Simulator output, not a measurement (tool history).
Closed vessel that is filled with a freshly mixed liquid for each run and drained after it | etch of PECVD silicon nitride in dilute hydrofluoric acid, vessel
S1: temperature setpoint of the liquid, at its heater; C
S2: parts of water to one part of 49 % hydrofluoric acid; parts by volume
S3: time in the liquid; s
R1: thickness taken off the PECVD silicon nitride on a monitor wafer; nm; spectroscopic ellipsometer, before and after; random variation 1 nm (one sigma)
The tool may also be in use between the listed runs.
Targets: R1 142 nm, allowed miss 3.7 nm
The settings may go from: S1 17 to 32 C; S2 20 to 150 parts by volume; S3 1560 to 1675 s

run  hour    S1  S2    S3      R1
  1     0    24  85  1560  36.697
  2   3.2  25.5  70  1575  49.616
  3  12.1  25.5  90  1575  38.354
  4  16.7    27  75  1580  51.098
  5  18.8    28  65  1585  63.185
  6  25.1    29  55  1585  78.532
  7  29.6    29  55  1585    79.7
  8    35  29.5  50  1585  89.568
  9  42.1    30  45  1585  102.84
 10    48  30.5  45  1585  107.75
 11  51.6    31  45  1585  109.62
 12  53.8    31  40  1585  124.52
 13  57.1    32  35  1585  151.48

Which of these 5 next moves meets every target?
  A  60.4    30  35  1605   ?
  B  60.4  31.5  35  1625   ?
  C  60.4    31  35  1580   ?
  D  60.4    32  35  1630   ?
  E  60.4  31.5  35  1650   ?

move      R1
   A  134.57
   B  150.14
   C  141.35
   D  155.52
   E  152.45
A: takes the result that was furthest off past its target
B: nearer than the last run, and not there yet
C: meets every target
D: further off than the last run
E: further off than the last run
The right move is C.

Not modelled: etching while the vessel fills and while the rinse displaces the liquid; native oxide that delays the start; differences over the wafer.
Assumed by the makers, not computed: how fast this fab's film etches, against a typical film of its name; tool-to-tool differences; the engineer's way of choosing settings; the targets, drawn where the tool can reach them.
